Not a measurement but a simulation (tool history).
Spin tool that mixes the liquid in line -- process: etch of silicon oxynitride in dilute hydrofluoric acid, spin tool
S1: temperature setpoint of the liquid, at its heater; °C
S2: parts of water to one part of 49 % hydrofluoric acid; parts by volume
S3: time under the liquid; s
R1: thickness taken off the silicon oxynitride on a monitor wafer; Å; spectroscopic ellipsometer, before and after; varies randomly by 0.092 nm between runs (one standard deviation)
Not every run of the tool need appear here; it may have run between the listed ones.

Run 1, hour 0: S1 22 °C, S2 95 parts by volume, S3 325 s. Result: R1 61.109 Å.
Run 2, hour 7.1: S1 22 °C, S2 60 parts by volume, S3 325 s. Result: R1 97.502 Å.
Run 3, hour 16: S1 22 °C, S2 25 parts by volume, S3 325 s. Result: R1 247.94 Å.
Run 4, hour 24: S1 22 °C, S2 25 parts by volume, S3 325 s. Result: R1 241.17 Å.
Run 5, hour 32.4: S1 22 °C, S2 25 parts by volume, S3 345 s. Result: R1 257.59 Å.
Run 6, hour 33.2: S1 22 °C, S2 20 parts by volume, S3 345 s. Result: R1 323.37 Å.
Run 7, hour 34.9: S1 20.5 °C, S2 35 parts by volume, S3 345 s. Result: R1 173.63 Å.
Run 8, hour 37.3: S1 19.5 °C, S2 40 parts by volume, S3 345 s. Result: R1 138.32 Å.

For run 9, what comes out?
Run 9, hour 43.9: S1 18.5 °C, S2 45 parts by volume, S3 345 s. Result: R1 ?.

R1: 119.67 Å
